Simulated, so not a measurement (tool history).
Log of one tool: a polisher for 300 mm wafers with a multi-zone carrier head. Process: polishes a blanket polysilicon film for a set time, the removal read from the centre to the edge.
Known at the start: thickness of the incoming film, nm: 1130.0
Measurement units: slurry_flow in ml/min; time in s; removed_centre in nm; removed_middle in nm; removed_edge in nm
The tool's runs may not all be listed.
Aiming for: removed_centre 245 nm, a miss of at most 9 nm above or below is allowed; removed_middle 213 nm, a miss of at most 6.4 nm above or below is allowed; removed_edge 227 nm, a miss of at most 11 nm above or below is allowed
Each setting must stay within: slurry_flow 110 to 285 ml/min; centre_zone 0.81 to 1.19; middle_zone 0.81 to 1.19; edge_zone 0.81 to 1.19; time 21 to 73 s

run,hour,slurry_flow,centre_zone,middle_zone,edge_zone,time,removed_centre,removed_middle,removed_edge
1,0,180,1,1,1,47,396.46,392.35,389.39
2,3.3,180,1,1,1,58,486.87,490.51,482.11
3,4.8,175,1,0.97,0.97,51,425.7,416.11,410.9
4,8.5,175,1.07,0.97,0.97,51,448.94,422.24,406.47
5,9.3,170,1.06,0.94,0.96,45,393.18,367.07,361.83
6,16.2,170,1.06,0.94,1.01,45,395.94,366.86,371.83
7,19.7,170,1.06,0.92,1,40,350.38,318.47,329.52
8,23.8,170,1.06,0.9,0.99,37,324.16,292.28,302.23
9,31.8,175,1.06,0.88,0.98,35,313.46,271.49,281.93
10,36.2,145,0.96,0.81,0.91,27,208.03,198.37,206.1
11,40.1,195,1.04,0.83,0.98,25,216.31,194.51,201.67
12,44,190,1.05,0.84,0.99,25,221.06,199.83,203.81
13,45.6,185,1.06,0.84,1.01,25,222.49,195.94,206.48
14,53,180,1.07,0.85,1.02,25,229.41,195.52,211.67

Exercise: of the 4 proposed moves below, exactly one satisfies all targets within the stated allowed misses. Which move is it?
A,60.4,165,1.06,0.85,1.02,28,?,?,?
B,60.4,140,1.13,0.81,1.12,25,?,?,?
C,60.4,195,1.06,0.96,0.96,25,?,?,?
D,60.4,225,1.09,0.88,0.92,25,?,?,?

move,removed_centre,removed_middle,removed_edge
A,244.73,212.99,226.09
B,226.24,181.5,205.5
C,224.47,205.32,200.66
D,235.49,201.22,200.4
A: all results in spec
B: its largest miss is bigger than the last run's
C: gains on the last run, yet a result remains outside its allowed miss
D: gains on the last run, yet a result remains outside its allowed miss
A meets every target.
